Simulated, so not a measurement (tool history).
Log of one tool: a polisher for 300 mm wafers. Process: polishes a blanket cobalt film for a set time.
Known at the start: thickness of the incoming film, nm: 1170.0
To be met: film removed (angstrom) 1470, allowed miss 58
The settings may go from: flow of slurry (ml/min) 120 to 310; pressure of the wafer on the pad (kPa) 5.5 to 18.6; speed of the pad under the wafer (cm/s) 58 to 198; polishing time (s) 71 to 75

run,day,flow of slurry (ml/min),pressure of the wafer on the pad (kPa),speed of the pad under the wafer (cm/s),polishing time (s),film removed (angstrom)
1,0,200,11.7,128,71,3378.3
2,0.192,155,11.7,128,71,3215.8
3,0.317,150,9.7,118,71,2587.6
4,0.625,145,8.3,106,71,2036
5,0.838,145,8.3,106,71,2017.2
6,0.996,145,7.6,102,71,1808.7
7,1.204,145,6.9,102,71,1683.8
8,1.3,145,6.2,102,71,1592.4

4 next moves are on the table. One of them brings every result within its allowed miss. Which?
A,1.396,205,6.2,94,75,?
B,1.396,140,5.5,90,74,?
C,1.396,160,6.2,100,72,?
D,1.396,145,5.5,104,71,?

move,film removed (angstrom)
A,1622.8
B,1355.2
C,1608.1
D,1500.6
A: further off than the last run
B: takes the result that was furthest off past its target
C: further off than the last run
D: meets every target
The right move is D.

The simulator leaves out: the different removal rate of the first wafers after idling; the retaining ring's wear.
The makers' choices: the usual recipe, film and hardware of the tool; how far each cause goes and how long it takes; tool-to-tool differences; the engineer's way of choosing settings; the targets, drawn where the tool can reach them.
